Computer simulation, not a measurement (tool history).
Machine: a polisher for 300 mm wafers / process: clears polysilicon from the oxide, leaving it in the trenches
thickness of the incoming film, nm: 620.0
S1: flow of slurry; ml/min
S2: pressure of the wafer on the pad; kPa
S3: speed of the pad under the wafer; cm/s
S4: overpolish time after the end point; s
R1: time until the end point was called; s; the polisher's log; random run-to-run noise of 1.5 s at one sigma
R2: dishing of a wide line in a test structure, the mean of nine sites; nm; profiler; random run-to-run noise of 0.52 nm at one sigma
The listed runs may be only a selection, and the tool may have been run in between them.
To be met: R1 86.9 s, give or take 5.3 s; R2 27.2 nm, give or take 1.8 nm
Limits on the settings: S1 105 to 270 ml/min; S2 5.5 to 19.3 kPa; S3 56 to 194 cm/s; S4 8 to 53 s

{"run": 1, "hour": 0.0, "S1": 175, "S2": 12.4, "S3": 124, "S4": 27, "R1": 60.921, "R2": 35.383}
{"run": 2, "hour": 3.6, "S1": 175, "S2": 11, "S3": 122, "S4": 21, "R1": 66.369, "R2": 35.255}
{"run": 3, "hour": 11.0, "S1": 175, "S2": 9.7, "S3": 120, "S4": 17, "R1": 73.069, "R2": 34.484}
{"run": 4, "hour": 14.3, "S1": 175, "S2": 9.7, "S3": 96, "S4": 17, "R1": 86.82, "R2": 33.581}
{"run": 5, "hour": 17.3, "S1": 175, "S2": 9.7, "S3": 118, "S4": 17, "R1": 76.444, "R2": 34.943}
{"run": 6, "hour": 20.2, "S1": 180, "S2": 10.3, "S3": 98, "S4": 14, "R1": 82.047, "R2": 34.575}
{"run": 7, "hour": 22.9, "S1": 155, "S2": 9.7, "S3": 108, "S4": 27, "R1": 84.006, "R2": 35.086}
{"run": 8, "hour": 29.2, "S1": 195, "S2": 10.3, "S3": 94, "S4": 21, "R1": 81.499, "R2": 34.746}
{"run": 9, "hour": 37.9, "S1": 165, "S2": 11.7, "S3": 86, "S4": 17, "R1": 76.905, "R2": 34.203}
{"run": 10, "hour": 43.1, "S1": 145, "S2": 11.7, "S3": 76, "S4": 14, "R1": 87.309, "R2": 31.917}
{"run": 11, "hour": 45.5, "S1": 130, "S2": 12.4, "S3": 70, "S4": 12, "R1": 86.528, "R2": 31.685}
{"run": 12, "hour": 46.6, "S1": 120, "S2": 13.1, "S3": 66, "S4": 11, "R1": 88.181, "R2": 30.582}

Which single option among these 4 for the next run brings every result within its allowed miss of target? Just one does.
{"run": "A", "hour": 47.7, "S1": 135, "S2": 12.4, "S3": 80, "S4": 19, "R1": "?", "R2": "?"}
{"run": "B", "hour": 47.7, "S1": 130, "S2": 12.4, "S3": 70, "S4": 14, "R1": "?", "R2": "?"}
{"run": "C", "hour": 47.7, "S1": 105, "S2": 14.5, "S3": 60, "S4": 8, "R1": "?", "R2": "?"}
{"run": "D", "hour": 47.7, "S1": 265, "S2": 9.7, "S3": 96, "S4": 35, "R1": "?", "R2": "?"}

move=A R1=78.624 R2=34.419
move=B R1=84.301 R2=32.604
move=C R1=82.476 R2=27.506
move=D R1=80.293 R2=35.182
A: lands further from the targets than the last run did
B: lands further from the targets than the last run did
C: every result lands within tolerance
D: lands further from the targets than the last run did
Move C is the one to make.
